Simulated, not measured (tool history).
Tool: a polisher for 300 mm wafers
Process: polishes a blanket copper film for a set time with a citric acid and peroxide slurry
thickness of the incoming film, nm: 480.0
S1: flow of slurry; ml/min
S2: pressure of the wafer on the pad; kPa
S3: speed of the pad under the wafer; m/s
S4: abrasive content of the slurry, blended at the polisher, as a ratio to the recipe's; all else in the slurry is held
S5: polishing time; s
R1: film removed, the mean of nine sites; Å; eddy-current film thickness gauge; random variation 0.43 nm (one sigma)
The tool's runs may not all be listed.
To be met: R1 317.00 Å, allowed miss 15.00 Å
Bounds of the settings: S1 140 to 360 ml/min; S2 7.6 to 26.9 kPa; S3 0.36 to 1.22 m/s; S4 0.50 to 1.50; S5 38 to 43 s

| run | hour | S1 | S2 | S3 | S4 | S5 | R1 |
|---|---|---|---|---|---|---|---|
| 1 | 0.0 | 230 | 17.2 | 0.78 | 1.00 | 43 | 502.43 |
| 2 | 4.5 | 230 | 17.2 | 0.78 | 0.80 | 43 | 489.31 |
| 3 | 11.0 | 230 | 17.2 | 0.78 | 1.00 | 43 | 503.55 |
| 4 | 19.1 | 230 | 15.2 | 0.78 | 1.00 | 43 | 455.73 |
| 5 | 24.9 | 180 | 15.2 | 0.78 | 1.00 | 43 | 446.14 |
| 6 | 27.0 | 180 | 15.2 | 0.78 | 0.85 | 43 | 424.98 |
| 7 | 33.2 | 180 | 13.8 | 0.78 | 0.85 | 43 | 404.59 |
| 8 | 37.7 | 180 | 12.4 | 0.78 | 0.85 | 43 | 363.51 |
| 9 | 45.4 | 180 | 11.7 | 0.78 | 0.85 | 43 | 352.37 |
| 10 | 50.7 | 180 | 11.0 | 0.78 | 0.85 | 43 | 341.58 |

Which of these 4 next moves meets every target?
| A | 56.0 | 285 | 11.7 | 0.70 | 0.55 | 38 | ? |
| B | 56.0 | 165 | 9.0 | 0.98 | 0.90 | 38 | ? |
| C | 56.0 | 165 | 12.4 | 0.92 | 0.75 | 38 | ? |
| D | 56.0 | 190 | 13.1 | 0.60 | 0.80 | 39 | ? |

| move | R1 |
|---|---|
| A | 276.66 |
| B | 314.64 |
| C | 357.67 |
| D | 273.82 |
A: takes the result that was furthest off past its target
B: meets every target
C: further off than the last run
D: takes the result that was furthest off past its target
Answer: B
